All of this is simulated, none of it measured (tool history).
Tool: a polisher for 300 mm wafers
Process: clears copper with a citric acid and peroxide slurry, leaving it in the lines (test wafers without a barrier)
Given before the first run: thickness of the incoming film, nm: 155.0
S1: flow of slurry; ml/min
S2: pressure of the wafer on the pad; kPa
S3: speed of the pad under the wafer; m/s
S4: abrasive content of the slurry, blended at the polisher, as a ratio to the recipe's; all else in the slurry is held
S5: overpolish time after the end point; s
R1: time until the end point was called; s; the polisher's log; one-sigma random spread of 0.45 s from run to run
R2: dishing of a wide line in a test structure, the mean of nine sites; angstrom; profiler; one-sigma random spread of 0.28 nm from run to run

run 1 hour=0 | S1=175 S2=20 S3=1 S4=1 S5=16 | R1=70.846 R2=266.02
run 2 hour=8.5 | S1=150 S2=20 S3=1 S4=1 S5=16 | R1=73.628 R2=256.54
run 3 hour=12.7 | S1=165 S2=21.4 S3=1 S4=1 S5=14 | R1=67.218 R2=248.57
run 4 hour=13.7 | S1=180 S2=22.8 S3=1 S4=1 S5=12 | R1=62.064 R2=229.6
run 5 hour=20.4 | S1=180 S2=25.5 S3=1 S4=1 S5=12 | R1=55.973 R2=262.6
run 6 hour=24.4 | S1=180 S2=25.5 S3=0.9 S4=1 S5=12 | R1=61.738 R2=236.6
run 7 hour=32.4 | S1=190 S2=26.9 S3=0.9 S4=1 S5=11 | R1=57.056 R2=230.57
run 8 hour=35.2 | S1=200 S2=27.6 S3=0.9 S4=1 S5=10 | R1=56.009 R2=216.08
run 9 hour=38 | S1=200 S2=27.6 S3=0.9 S4=1 S5=10 | R1=56.865 R2=217.82
run 10 hour=38.8 | S1=200 S2=28.3 S3=0.92 S4=1 S5=9 | R1=52.754 R2=205.32
run 11 hour=41.1 | S1=205 S2=29 S3=0.92 S4=1 S5=9 | R1=50.97 R2=212.6
run 12 hour=45.9 | S1=205 S2=29 S3=0.92 S4=1 S5=9 | R1=52.317 R2=211.2
run 13 hour=46.5 | S1=230 S2=31 S3=0.94 S4=1 S5=7 | R1=46.845 R2=182.9
run 14 hour=47.4 | S1=220 S2=31 S3=0.94 S4=1 S5=7 | R1=47.208 R2=182.31
run 15 hour=53 | S1=210 S2=31 S3=0.94 S4=1 S5=7 | R1=47.201 R2=184.7
run 16 hour=55.8 | S1=210 S2=31 S3=0.96 S4=1 S5=7 | R1=46.224 R2=185.83
run 17 hour=58.5 | S1=210 S2=31 S3=0.98 S4=1 S5=7 | R1=45.821 R2=191.96
run 18 hour=61.4 | S1=205 S2=31 S3=0.98 S4=1 S5=7 | R1=46.135 R2=181.08

For run 19, what comes out?
run 19 hour=66.9 | S1=210 S2=31 S3=0.98 S4=1 S5=7 | R1=? R2=?

R1: 45.547 s
R2: 187.22 angstrom
